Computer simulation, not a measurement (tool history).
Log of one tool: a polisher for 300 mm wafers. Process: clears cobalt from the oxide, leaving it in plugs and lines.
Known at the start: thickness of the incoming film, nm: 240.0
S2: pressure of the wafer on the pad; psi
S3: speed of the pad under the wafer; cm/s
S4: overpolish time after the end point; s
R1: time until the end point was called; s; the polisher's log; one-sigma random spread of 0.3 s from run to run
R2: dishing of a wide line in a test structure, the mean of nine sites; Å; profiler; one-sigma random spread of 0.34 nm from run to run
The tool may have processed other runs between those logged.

Run 1, hour 0: flow of slurry (ml/min) 160, S2 1.5 psi, S3 124 cm/s, S4 14 s. Result: R1 45.342 s, R2 404.75 Å.
Run 2, hour 3.2: flow of slurry (ml/min) 165, S2 1.6 psi, S3 124 cm/s, S4 12 s. Result: R1 41.914 s, R2 387.15 Å.
Run 3, hour 4.5: flow of slurry (ml/min) 200, S2 1.6 psi, S3 124 cm/s, S4 12 s. Result: R1 40.365 s, R2 389.69 Å.
Run 4, hour 7.4: flow of slurry (ml/min) 200, S2 1.3 psi, S3 124 cm/s, S4 12 s. Result: R1 49.813 s, R2 351.23 Å.
Run 5, hour 8: flow of slurry (ml/min) 210, S2 1.4 psi, S3 126 cm/s, S4 10 s. Result: R1 45.059 s, R2 341.46 Å.
Run 6, hour 9.5: flow of slurry (ml/min) 220, S2 1.4 psi, S3 128 cm/s, S4 9 s. Result: R1 43.92 s, R2 329.47 Å.
Run 7, hour 14.7: flow of slurry (ml/min) 225, S2 1.4 psi, S3 128 cm/s, S4 8 s. Result: R1 44.109 s, R2 294.2 Å.
Run 8, hour 19.9: flow of slurry (ml/min) 225, S2 1.5 psi, S3 128 cm/s, S4 8 s. Result: R1 41.038 s, R2 309.17 Å.

Forecast run 9:
Run 9, hour 23.4: flow of slurry (ml/min) 230, S2 1.6 psi, S3 128 cm/s, S4 7 s. Result: R1 ?, R2 ?.

{"run 9": {"R1": 38.888, "R2": 295.91}}
